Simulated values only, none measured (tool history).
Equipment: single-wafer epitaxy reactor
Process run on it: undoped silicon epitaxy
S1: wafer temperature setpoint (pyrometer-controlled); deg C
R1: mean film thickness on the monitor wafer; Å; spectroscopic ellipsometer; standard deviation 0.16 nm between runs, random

Run 1, day 0: S1 640 deg C, deposition time (s) 588. Result: R1 714.62 Å.
Run 2, day 0.121: S1 640 deg C, deposition time (s) 523. Result: R1 630.75 Å.
Run 3, day 0.262: S1 640 deg C, deposition time (s) 445. Result: R1 545.19 Å.
Run 4, day 0.554: S1 640 deg C, deposition time (s) 506. Result: R1 612.89 Å.
Run 5, day 0.883: S1 640 deg C, deposition time (s) 477. Result: R1 579.34 Å.
Run 6, day 1.004: S1 640 deg C, deposition time (s) 554. Result: R1 674.62 Å.
Run 7, day 1.246: S1 628 deg C, deposition time (s) 549. Result: R1 528.24 Å.
Run 8, day 1.325: S1 626 deg C, deposition time (s) 548. Result: R1 503.36 Å.

Run 9 has not been measured yet. What should we expect?
Run 9, day 1.462: S1 624 deg C, deposition time (s) 548. Result: R1 ?.

{"run 9": {"R1": 483.89}}
